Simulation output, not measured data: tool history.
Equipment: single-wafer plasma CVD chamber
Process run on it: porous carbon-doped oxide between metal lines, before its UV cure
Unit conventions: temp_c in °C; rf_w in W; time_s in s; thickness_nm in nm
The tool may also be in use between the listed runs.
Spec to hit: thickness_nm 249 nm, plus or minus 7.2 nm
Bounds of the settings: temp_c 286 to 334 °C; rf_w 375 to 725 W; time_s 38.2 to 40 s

{"run": 1, "hour": 0.0, "temp_c": 310, "rf_w": 550, "time_s": 40, "thickness_nm": 217.4}
{"run": 2, "hour": 5.2, "temp_c": 301, "rf_w": 550, "time_s": 40, "thickness_nm": 229.7}
{"run": 3, "hour": 13.7, "temp_c": 300, "rf_w": 555, "time_s": 40, "thickness_nm": 231.46}
{"run": 4, "hour": 17.9, "temp_c": 299, "rf_w": 560, "time_s": 40, "thickness_nm": 233.51}
{"run": 5, "hour": 23.1, "temp_c": 298, "rf_w": 565, "time_s": 40, "thickness_nm": 234.64}
{"run": 6, "hour": 25.2, "temp_c": 298, "rf_w": 530, "time_s": 40, "thickness_nm": 227.3}
{"run": 7, "hour": 25.9, "temp_c": 297, "rf_w": 535, "time_s": 40, "thickness_nm": 230.21}
{"run": 8, "hour": 29.8, "temp_c": 297, "rf_w": 535, "time_s": 40, "thickness_nm": 227.98}
{"run": 9, "hour": 38.4, "temp_c": 296, "rf_w": 540, "time_s": 40, "thickness_nm": 231.6}
{"run": 10, "hour": 44.6, "temp_c": 295, "rf_w": 545, "time_s": 40, "thickness_nm": 235.11}
{"run": 11, "hour": 52.1, "temp_c": 294, "rf_w": 545, "time_s": 40, "thickness_nm": 233.79}

Consider the 5 candidate settings below. Which is the only one whose results all fall within their allowed miss of target?
{"run": "A", "hour": 59.6, "temp_c": 286, "rf_w": 610, "time_s": 40, "thickness_nm": "?"}
{"run": "B", "hour": 59.6, "temp_c": 300, "rf_w": 605, "time_s": 40, "thickness_nm": "?"}
{"run": "C", "hour": 59.6, "temp_c": 290, "rf_w": 620, "time_s": 40, "thickness_nm": "?"}
{"run": "D", "hour": 59.6, "temp_c": 296, "rf_w": 650, "time_s": 40, "thickness_nm": "?"}
{"run": "E", "hour": 59.6, "temp_c": 299, "rf_w": 655, "time_s": 40, "thickness_nm": "?"}

move=A thickness_nm=264.43
move=B thickness_nm=244.63
move=C thickness_nm=261.81
move=D thickness_nm=262.15
move=E thickness_nm=259.53
A: moves the result that the last run missed by most past its target, out the other side
B: all results land within tolerance of their targets
C: moves the result that the last run missed by most past its target, out the other side
D: moves the result that the last run missed by most past its target, out the other side
E: moves the result that the last run missed by most past its target, out the other side
So the answer is move B, the one that meets all the targets.
